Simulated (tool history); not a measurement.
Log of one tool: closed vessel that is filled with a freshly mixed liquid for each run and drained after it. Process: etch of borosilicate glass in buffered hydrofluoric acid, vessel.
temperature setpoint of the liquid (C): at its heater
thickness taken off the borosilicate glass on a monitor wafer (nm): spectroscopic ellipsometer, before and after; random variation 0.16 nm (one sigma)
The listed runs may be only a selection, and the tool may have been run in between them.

| run | hour | temperature setpoint of the liquid (C) | parts of 40 % ammonium fluoride to one part of 49 % hydrofluoric acid (parts by volume) | time in the liquid (s) | thickness taken off the borosilicate glass on a monitor wafer (nm) |
|---|---|---|---|---|---|
| 1 | 0 | 21 | 18.5 | 90 | 52.652 |
| 2 | 8.4 | 20.5 | 18.5 | 90 | 51.229 |
| 3 | 17.2 | 20.5 | 18.5 | 100 | 56.856 |
| 4 | 21.8 | 20.5 | 18.5 | 100 | 56.52 |
| 5 | 25 | 20 | 19 | 100 | 53.878 |
| 6 | 32.3 | 19.5 | 19.5 | 100 | 51.146 |

For run 7, what comes out?
| 7 | 37.8 | 19 | 20 | 100 | ? |

Run 7 produced thickness taken off the borosilicate glass on a monitor wafer (nm) 48.302.
